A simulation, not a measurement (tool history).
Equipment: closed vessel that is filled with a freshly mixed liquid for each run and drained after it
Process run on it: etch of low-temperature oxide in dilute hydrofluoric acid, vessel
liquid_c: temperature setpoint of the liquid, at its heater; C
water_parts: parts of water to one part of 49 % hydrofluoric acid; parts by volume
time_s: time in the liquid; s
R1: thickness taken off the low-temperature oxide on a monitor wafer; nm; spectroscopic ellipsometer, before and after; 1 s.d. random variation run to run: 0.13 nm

{"run": 1, "hour": 0.0, "liquid_c": 24.0, "water_parts": 110, "time_s": 295, "R1": 60.97}
{"run": 2, "hour": 4.6, "liquid_c": 22.5, "water_parts": 120, "time_s": 295, "R1": 53.099}
{"run": 3, "hour": 10.1, "liquid_c": 20.5, "water_parts": 120, "time_s": 295, "R1": 48.519}
{"run": 4, "hour": 16.2, "liquid_c": 20.5, "water_parts": 120, "time_s": 295, "R1": 48.27}
{"run": 5, "hour": 25.2, "liquid_c": 20.5, "water_parts": 120, "time_s": 315, "R1": 52.109}
{"run": 6, "hour": 28.8, "liquid_c": 20.0, "water_parts": 130, "time_s": 315, "R1": 46.563}
{"run": 7, "hour": 33.4, "liquid_c": 19.5, "water_parts": 135, "time_s": 315, "R1": 43.869}
{"run": 8, "hour": 35.5, "liquid_c": 19.0, "water_parts": 140, "time_s": 315, "R1": 40.926}
{"run": 9, "hour": 37.2, "liquid_c": 18.5, "water_parts": 145, "time_s": 315, "R1": 38.883}
{"run": 10, "hour": 45.9, "liquid_c": 18.0, "water_parts": 150, "time_s": 315, "R1": 36.467}
{"run": 11, "hour": 53.7, "liquid_c": 18.0, "water_parts": 150, "time_s": 315, "R1": 36.547}
{"run": 12, "hour": 59.4, "liquid_c": 18.0, "water_parts": 155, "time_s": 315, "R1": 35.421}

The next listed run, before its measurement:
{"run": 13, "hour": 67.4, "liquid_c": 18.0, "water_parts": 160, "time_s": 315, "R1": "?"}

R1: 33.693 nm
